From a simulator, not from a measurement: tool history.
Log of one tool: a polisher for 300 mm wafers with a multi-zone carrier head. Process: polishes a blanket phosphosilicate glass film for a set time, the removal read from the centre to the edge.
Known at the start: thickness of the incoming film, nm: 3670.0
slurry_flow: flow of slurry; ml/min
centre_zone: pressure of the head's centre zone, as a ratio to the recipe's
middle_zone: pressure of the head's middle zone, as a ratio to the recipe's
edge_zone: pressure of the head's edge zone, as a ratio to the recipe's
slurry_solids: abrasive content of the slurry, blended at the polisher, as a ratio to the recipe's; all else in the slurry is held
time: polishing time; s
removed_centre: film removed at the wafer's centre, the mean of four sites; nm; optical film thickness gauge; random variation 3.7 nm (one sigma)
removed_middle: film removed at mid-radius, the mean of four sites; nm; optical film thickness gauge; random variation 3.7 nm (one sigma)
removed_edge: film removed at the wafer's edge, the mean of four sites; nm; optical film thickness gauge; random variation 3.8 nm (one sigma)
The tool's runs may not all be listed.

| run | hour | slurry_flow | centre_zone | middle_zone | edge_zone | slurry_solids | time | removed_centre | removed_middle | removed_edge |
|---|---|---|---|---|---|---|---|---|---|---|
| 1 | 0.0 | 210 | 1.00 | 1.00 | 1.00 | 1.00 | 33 | 420.62 | 392.50 | 378.93 |
| 2 | 5.5 | 210 | 0.99 | 1.00 | 0.96 | 0.90 | 33 | 386.16 | 365.03 | 349.45 |
| 3 | 14.3 | 205 | 0.99 | 1.00 | 0.92 | 0.85 | 33 | 373.56 | 350.34 | 324.16 |
| 4 | 22.4 | 205 | 0.99 | 1.00 | 0.92 | 0.70 | 33 | 310.80 | 292.62 | 269.86 |
| 5 | 23.0 | 205 | 0.99 | 0.93 | 0.92 | 0.70 | 33 | 314.53 | 269.54 | 273.35 |
| 6 | 25.7 | 205 | 0.93 | 0.93 | 0.92 | 0.70 | 33 | 295.96 | 269.65 | 276.61 |
| 7 | 31.8 | 220 | 0.95 | 0.96 | 0.92 | 0.70 | 33 | 310.00 | 283.18 | 275.96 |
| 8 | 35.8 | 220 | 0.95 | 0.96 | 0.92 | 0.70 | 33 | 301.71 | 281.37 | 272.78 |
| 9 | 43.7 | 220 | 0.97 | 0.98 | 0.93 | 0.70 | 33 | 311.62 | 287.30 | 281.34 |

Run 10 comes next. What will it give?
| 10 | 49.9 | 225 | 0.98 | 1.00 | 0.93 | 0.70 | 33 | ? | ? | ? |

Run 10 gave removed_centre 310.14 nm, removed_middle 297.47 nm, removed_edge 281.63 nm.
